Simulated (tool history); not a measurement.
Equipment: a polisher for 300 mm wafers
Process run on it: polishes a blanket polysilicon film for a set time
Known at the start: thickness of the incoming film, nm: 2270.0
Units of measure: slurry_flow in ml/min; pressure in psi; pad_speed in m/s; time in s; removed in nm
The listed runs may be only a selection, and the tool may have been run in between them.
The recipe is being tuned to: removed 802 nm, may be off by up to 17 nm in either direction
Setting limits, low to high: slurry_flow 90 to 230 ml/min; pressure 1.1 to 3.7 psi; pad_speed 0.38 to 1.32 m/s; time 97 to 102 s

run 1 day=0 | slurry_flow=150 pressure=2.4 pad_speed=0.84 time=97 | removed=650.17
run 2 day=0.358 | slurry_flow=165 pressure=2.5 pad_speed=0.84 time=97 | removed=679.89
run 3 day=0.462 | slurry_flow=165 pressure=2.6 pad_speed=0.84 time=97 | removed=696.03
run 4 day=0.621 | slurry_flow=165 pressure=2.7 pad_speed=0.84 time=97 | removed=722.12
-- day=0.962 head pressure recalibrated
run 5 day=0.962 | slurry_flow=165 pressure=2.8 pad_speed=0.84 time=97 | removed=783.11
run 6 day=1.325 | slurry_flow=165 pressure=3.3 pad_speed=0.84 time=97 | removed=891.95
run 7 day=1.612 | slurry_flow=155 pressure=3.2 pad_speed=0.84 time=97 | removed=861.44
run 8 day=1.904 | slurry_flow=145 pressure=3.2 pad_speed=0.84 time=97 | removed=859.13

Below are 4 possible settings for the next run. Only one of them brings all results inside the allowed miss of their targets. Which is it?
run A day=2.196 | slurry_flow=150 pressure=3.2 pad_speed=0.82 time=97 | removed=?
run B day=2.196 | slurry_flow=165 pressure=3.1 pad_speed=0.8 time=97 | removed=?
run C day=2.196 | slurry_flow=175 pressure=3.7 pad_speed=0.8 time=98 | removed=?
run D day=2.196 | slurry_flow=150 pressure=3.2 pad_speed=0.8 time=100 | removed=?

move=A removed=828.65
move=B removed=799.91
move=C removed=936.86
move=D removed=834.08
A: an improvement on the last run, though not all results are within tolerance
B: all results in spec
C: misses by more than the last run did
D: an improvement on the last run, though not all results are within tolerance
So the answer is move B, the one that meets all the targets.
